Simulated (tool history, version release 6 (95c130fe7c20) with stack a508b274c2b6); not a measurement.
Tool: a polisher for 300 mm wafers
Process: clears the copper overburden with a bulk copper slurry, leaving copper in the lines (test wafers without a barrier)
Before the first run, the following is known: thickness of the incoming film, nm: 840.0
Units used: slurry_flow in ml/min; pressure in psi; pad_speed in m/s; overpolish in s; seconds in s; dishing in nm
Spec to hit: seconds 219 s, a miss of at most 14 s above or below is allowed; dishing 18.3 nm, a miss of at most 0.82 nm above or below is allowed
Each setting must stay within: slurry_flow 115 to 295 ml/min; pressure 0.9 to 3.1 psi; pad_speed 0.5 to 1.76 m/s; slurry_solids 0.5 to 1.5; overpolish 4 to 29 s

Run 1, hour 0: slurry_flow 190 ml/min, pressure 2 psi, pad_speed 1.12 m/s, slurry_solids 1, overpolish 15 s. Result: seconds 121.86 s, dishing 66.818 nm.
Run 2, hour 8.4: slurry_flow 190 ml/min, pressure 2 psi, pad_speed 1.34 m/s, slurry_solids 1, overpolish 15 s. Result: seconds 103.74 s, dishing 74.481 nm.
Run 3, hour 11.4: slurry_flow 190 ml/min, pressure 2 psi, pad_speed 1.34 m/s, slurry_solids 1, overpolish 17 s. Result: seconds 103.11 s, dishing 82.61 nm.
Run 4, hour 12.9: slurry_flow 175 ml/min, pressure 1.8 psi, pad_speed 1.3 m/s, slurry_solids 0.9, overpolish 15 s. Result: seconds 120.91 s, dishing 67.118 nm.
Run 5, hour 21.5: slurry_flow 175 ml/min, pressure 1.8 psi, pad_speed 1.3 m/s, slurry_solids 0.7, overpolish 15 s. Result: seconds 128.5 s, dishing 63.476 nm.
Run 6, hour 24.4: slurry_flow 195 ml/min, pressure 1.6 psi, pad_speed 1.24 m/s, slurry_solids 0.65, overpolish 13 s. Result: seconds 148.22 s, dishing 50.412 nm.
Run 7, hour 32.1: slurry_flow 215 ml/min, pressure 1.5 psi, pad_speed 1.2 m/s, slurry_solids 0.6, overpolish 11 s. Result: seconds 161.83 s, dishing 41.155 nm.
Run 8, hour 33.9: slurry_flow 230 ml/min, pressure 1.4 psi, pad_speed 1.18 m/s, slurry_solids 0.6, overpolish 10 s. Result: seconds 176.9 s, dishing 34.622 nm.
Run 9, hour 38.8: slurry_flow 240 ml/min, pressure 1.3 psi, pad_speed 1.16 m/s, slurry_solids 0.65, overpolish 9 s. Result: seconds 185.92 s, dishing 30.571 nm.
Run 10, hour 42.4: slurry_flow 240 ml/min, pressure 1.3 psi, pad_speed 1.16 m/s, slurry_solids 0.65, overpolish 9 s. Result: seconds 191.06 s, dishing 30.455 nm.
Run 11, hour 45.2: slurry_flow 250 ml/min, pressure 1.3 psi, pad_speed 1.16 m/s, slurry_solids 0.7, overpolish 8 s. Result: seconds 182.9 s, dishing 27.202 nm.
Run 12, hour 50.7: slurry_flow 255 ml/min, pressure 1.2 psi, pad_speed 1.14 m/s, slurry_solids 0.75, overpolish 8 s. Result: seconds 201.58 s, dishing 25.846 nm.
Run 13, hour 52.4: slurry_flow 205 ml/min, pressure 1 psi, pad_speed 1.14 m/s, slurry_solids 0.5, overpolish 4 s. Result: seconds 267.09 s, dishing 10.44 nm.
Run 14, hour 60.5: slurry_flow 220 ml/min, pressure 1 psi, pad_speed 1.14 m/s, slurry_solids 0.5, overpolish 4 s. Result: seconds 256.27 s, dishing 10.63 nm.
Run 15, hour 67.4: slurry_flow 230 ml/min, pressure 1 psi, pad_speed 1.12 m/s, slurry_solids 0.55, overpolish 4 s. Result: seconds 257 s, dishing 10.574 nm.
Run 16, hour 75.7: slurry_flow 235 ml/min, pressure 1 psi, pad_speed 1.1 m/s, slurry_solids 0.55, overpolish 4 s. Result: seconds 252.61 s, dishing 10.321 nm.
Run 17, hour 77.6: slurry_flow 225 ml/min, pressure 1 psi, pad_speed 1.12 m/s, slurry_solids 0.6, overpolish 4 s. Result: seconds 257.67 s, dishing 10.344 nm.
Run 18, hour 85.1: slurry_flow 235 ml/min, pressure 1 psi, pad_speed 1.12 m/s, slurry_solids 0.6, overpolish 4 s. Result: seconds 256.39 s, dishing 10.856 nm.
Run 19, hour 85.6: slurry_flow 245 ml/min, pressure 1 psi, pad_speed 1.12 m/s, slurry_solids 0.6, overpolish 4 s. Result: seconds 257.3 s, dishing 10.895 nm.
Run 20, hour 94.1: slurry_flow 250 ml/min, pressure 1.1 psi, pad_speed 1.1 m/s, slurry_solids 0.6, overpolish 4 s. Result: seconds 237.47 s, dishing 11.561 nm.
Run 21, hour 99.8: slurry_flow 200 ml/min, pressure 1.4 psi, pad_speed 1.08 m/s, slurry_solids 0.6, overpolish 11 s. Result: seconds 189.45 s, dishing 35.562 nm.
Run 22, hour 102.9: slurry_flow 250 ml/min, pressure 1.1 psi, pad_speed 1.12 m/s, slurry_solids 0.6, overpolish 10 s. Result: seconds 226.61 s, dishing 27.043 nm.
Run 23, hour 109: slurry_flow 295 ml/min, pressure 0.9 psi, pad_speed 1.32 m/s, slurry_solids 0.55, overpolish 4 s. Result: seconds 242.1 s, dishing 11.539 nm.
Run 24, hour 116.4: slurry_flow 295 ml/min, pressure 0.9 psi, pad_speed 1.28 m/s, slurry_solids 0.6, overpolish 4 s. Result: seconds 243.96 s, dishing 11.337 nm.
Run 25, hour 117.4: slurry_flow 275 ml/min, pressure 1.3 psi, pad_speed 1.26 m/s, slurry_solids 0.5, overpolish 11 s. Result: seconds 183.41 s, dishing 37.113 nm.

5 next moves are on the table. One of them brings every result within its allowed miss. Which?
Run A, hour 118.4: slurry_flow 290 ml/min, pressure 1.9 psi, pad_speed 1.04 m/s, slurry_solids 0.5, overpolish 5 s. Result: seconds ?, dishing ?.
Run B, hour 118.4: slurry_flow 225 ml/min, pressure 2 psi, pad_speed 1.14 m/s, slurry_solids 0.6, overpolish 15 s. Result: seconds ?, dishing ?.
Run C, hour 118.4: slurry_flow 285 ml/min, pressure 1.6 psi, pad_speed 1.36 m/s, slurry_solids 0.55, overpolish 6 s. Result: seconds ?, dishing ?.
Run D, hour 118.4: slurry_flow 260 ml/min, pressure 1 psi, pad_speed 1.16 m/s, slurry_solids 0.7, overpolish 5 s. Result: seconds ?, dishing ?.
Run E, hour 118.4: slurry_flow 210 ml/min, pressure 1 psi, pad_speed 1.4 m/s, slurry_solids 0.5, overpolish 6 s. Result: seconds ?, dishing ?.

move  seconds  dishing
   A   144.96   21.884
   B   125.52   63.436
   C   129.91    28.29
   D   229.27   13.972
   E   207.82   18.096
A: gains on the last run, yet a result remains outside its allowed miss
B: moves away from the targets compared with the last run
C: gains on the last run, yet a result remains outside its allowed miss
D: takes the biggest miss from the last run beyond its target
E: meets every target
E meets every target.

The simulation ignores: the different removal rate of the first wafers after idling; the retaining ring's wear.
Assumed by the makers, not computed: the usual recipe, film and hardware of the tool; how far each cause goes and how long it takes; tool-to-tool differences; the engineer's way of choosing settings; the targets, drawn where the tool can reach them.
